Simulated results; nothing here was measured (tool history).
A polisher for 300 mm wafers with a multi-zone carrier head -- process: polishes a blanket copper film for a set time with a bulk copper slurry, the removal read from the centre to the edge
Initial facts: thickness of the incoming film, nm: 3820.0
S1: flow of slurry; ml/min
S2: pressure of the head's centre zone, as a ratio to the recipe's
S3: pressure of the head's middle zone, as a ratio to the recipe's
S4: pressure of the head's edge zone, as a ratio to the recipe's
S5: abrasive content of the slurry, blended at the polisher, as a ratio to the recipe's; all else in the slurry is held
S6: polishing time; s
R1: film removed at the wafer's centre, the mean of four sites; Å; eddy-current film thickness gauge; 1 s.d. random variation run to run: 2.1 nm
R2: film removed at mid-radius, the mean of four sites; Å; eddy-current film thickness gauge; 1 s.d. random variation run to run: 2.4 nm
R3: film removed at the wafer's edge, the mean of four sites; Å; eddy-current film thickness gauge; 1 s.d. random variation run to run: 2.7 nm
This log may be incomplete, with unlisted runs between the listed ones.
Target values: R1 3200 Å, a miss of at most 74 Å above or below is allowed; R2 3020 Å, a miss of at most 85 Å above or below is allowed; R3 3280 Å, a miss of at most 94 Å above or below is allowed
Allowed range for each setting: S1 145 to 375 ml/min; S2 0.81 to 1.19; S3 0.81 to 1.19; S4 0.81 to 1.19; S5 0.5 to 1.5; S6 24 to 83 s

| run | day | S1 | S2 | S3 | S4 | S5 | S6 | R1 | R2 | R3 |
|---|---|---|---|---|---|---|---|---|---|---|
| 1 | 0 | 240 | 1 | 1 | 1 | 1 | 53 | 4308 | 4363.1 | 4278.5 |
| 2 | 0.067 | 240 | 1 | 1 | 1 | 1.2 | 53 | 4501.4 | 4532.1 | 4419.7 |
| 3 | 0.396 | 235 | 0.99 | 0.97 | 0.98 | 1.1 | 52 | 4295 | 4196.6 | 4246.8 |
| 4 | 0.462 | 235 | 0.99 | 0.91 | 0.98 | 1.1 | 52 | 4343.4 | 4003.6 | 4289.6 |
| 5 | 0.833 | 230 | 0.98 | 0.9 | 0.96 | 1 | 51 | 4047.1 | 3741 | 4029.6 |
| 6 | 0.875 | 225 | 0.97 | 0.89 | 0.94 | 0.95 | 51 | 3917.5 | 3657.8 | 3993.1 |
| 7 | 1.112 | 230 | 0.97 | 0.89 | 0.92 | 0.85 | 50 | 3740.8 | 3526.2 | 3682.1 |
| 8 | 1.262 | 225 | 0.96 | 0.88 | 0.91 | 0.8 | 50 | 3594.6 | 3440.2 | 3668.9 |
| 9 | 1.6 | 225 | 0.96 | 0.87 | 0.9 | 0.75 | 50 | 3580.7 | 3307.4 | 3511.8 |
| 10 | 1.7 | 220 | 0.95 | 0.86 | 0.89 | 0.75 | 50 | 3480.7 | 3244.6 | 3485.3 |
|  | 1.85 | worn pad replaced by a new one |
| 11 | 1.85 | 210 | 0.95 | 0.86 | 0.88 | 0.75 | 50 | 3743.5 | 3541.9 | 3806.7 |
| 12 | 2.125 | 220 | 0.94 | 0.85 | 0.88 | 0.75 | 50 | 3819.1 | 3531.2 | 3793.9 |

4 next moves are on the table. One of them brings every result within its allowed miss. Which?
| A | 2.4 | 195 | 0.91 | 0.82 | 0.84 | 0.85 | 43 | ? | ? | ? |
| B | 2.4 | 220 | 0.94 | 0.91 | 0.86 | 0.75 | 40 | ? | ? | ? |
| C | 2.4 | 145 | 0.9 | 0.88 | 0.91 | 0.7 | 46 | ? | ? | ? |
| D | 2.4 | 250 | 0.93 | 0.81 | 0.91 | 0.8 | 41 | ? | ? | ? |

| move | R1 | R2 | R3 |
|---|---|---|---|
| A | 3187 | 3008 | 3279.6 |
| B | 3018 | 2994.4 | 3010.2 |
| C | 2972.3 | 3028.8 | 3283.3 |
| D | 3178.5 | 2892.8 | 3274 |
A: all results land within tolerance of their targets
B: pushes the last run's worst result past its target
C: pushes the last run's worst result past its target
D: gets the furthest-off result to its target, but another result is out of tolerance
A meets every target.
